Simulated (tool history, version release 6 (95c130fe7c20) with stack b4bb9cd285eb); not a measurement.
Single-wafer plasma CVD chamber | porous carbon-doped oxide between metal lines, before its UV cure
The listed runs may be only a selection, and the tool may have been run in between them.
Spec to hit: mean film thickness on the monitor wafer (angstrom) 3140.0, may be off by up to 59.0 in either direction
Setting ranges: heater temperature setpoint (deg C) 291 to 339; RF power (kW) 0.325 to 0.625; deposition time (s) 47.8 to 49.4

run  hour  heater temperature setpoint (deg C)  RF power (kW)  deposition time (s)  mean film thickness on the monitor wafer (angstrom)
  1   0.0                                  315          0.475                 47.8                                               2379.7
  2   4.0                                  324          0.475                 47.8                                               2257.3
  3   5.8                                  324          0.425                 47.8                                               2003.1
  4  11.4                                  324          0.485                 47.8                                               2319.8
  5  16.3                                  324          0.540                 47.8                                               2549.4
  6  19.1                                  324          0.505                 47.8                                               2378.3
  7  20.5                                  315          0.520                 47.9                                               2608.4
  8  27.0                                  309          0.530                 47.9                                               2742.1
  9  31.4                                  304          0.540                 47.9                                               2870.9
 10  32.1                                  292          0.560                 48.0                                               3217.0
 11  34.7                                  293          0.560                 48.0                                               3199.1

Exactly one of the 4 candidate moves below puts every result within its allowed miss. Which one?
  A  37.3                                  291          0.570                 47.8                                                    ?
  B  37.3                                  296          0.525                 48.2                                                    ?
  C  37.3                                  299          0.550                 49.4                                                    ?
  D  37.3                                  291          0.560                 49.4                                                    ?

move  mean film thickness on the monitor wafer (angstrom)
   A                                               3288.5
   B                                               2978.6
   C                                               3117.5
   D                                               3344.1
A: misses by more than the last run did
B: moves the result that the last run missed by most past its target, out the other side
C: each result inside its tolerance
D: misses by more than the last run did
Correct choice: C, which meets every target
